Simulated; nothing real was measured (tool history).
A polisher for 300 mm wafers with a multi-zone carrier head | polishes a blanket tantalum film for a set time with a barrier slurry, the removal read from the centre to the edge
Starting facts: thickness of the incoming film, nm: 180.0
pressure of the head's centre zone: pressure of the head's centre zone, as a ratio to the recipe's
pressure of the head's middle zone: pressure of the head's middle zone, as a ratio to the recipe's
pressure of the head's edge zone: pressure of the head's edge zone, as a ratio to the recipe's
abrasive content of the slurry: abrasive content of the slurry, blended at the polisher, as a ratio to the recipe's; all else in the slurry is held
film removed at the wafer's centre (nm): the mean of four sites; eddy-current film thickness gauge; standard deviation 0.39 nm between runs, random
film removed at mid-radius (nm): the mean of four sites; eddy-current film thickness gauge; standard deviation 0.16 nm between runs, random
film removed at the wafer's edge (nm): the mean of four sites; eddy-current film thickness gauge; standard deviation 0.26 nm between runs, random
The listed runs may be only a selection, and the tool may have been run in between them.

run,hour,flow of slurry (ml/min),pressure of the head's centre zone,pressure of the head's middle zone,pressure of the head's edge zone,abrasive content of the slurry,polishing time (s),film removed at the wafer's centre (nm),film removed at mid-radius (nm),film removed at the wafer's edge (nm)
1,0.0,210,1.00,1.00,1.00,1.00,32,24.852,25.034,24.594
2,1.2,215,1.01,1.00,1.02,1.00,32,25.048,25.192,24.697
3,4.1,215,1.01,1.07,1.02,1.00,32,25.067,26.319,24.720
4,11.4,165,1.01,1.07,1.02,1.00,32,23.403,25.824,23.791
5,18.5,165,1.01,1.07,0.96,1.00,32,23.634,25.703,23.449
6,24.9,180,1.02,1.06,0.98,1.05,32,24.656,26.015,23.854
7,27.6,195,1.02,1.05,1.00,1.05,32,24.619,26.313,24.463
8,30.6,210,1.03,1.03,1.01,1.05,32,25.377,25.745,24.633

What does the tool deliver on the next run?
9,31.3,220,1.04,1.02,1.02,1.05,32,?,?,?

film removed at the wafer's centre (nm): 25.652
film removed at mid-radius (nm): 26.098
film removed at the wafer's edge (nm): 25.295

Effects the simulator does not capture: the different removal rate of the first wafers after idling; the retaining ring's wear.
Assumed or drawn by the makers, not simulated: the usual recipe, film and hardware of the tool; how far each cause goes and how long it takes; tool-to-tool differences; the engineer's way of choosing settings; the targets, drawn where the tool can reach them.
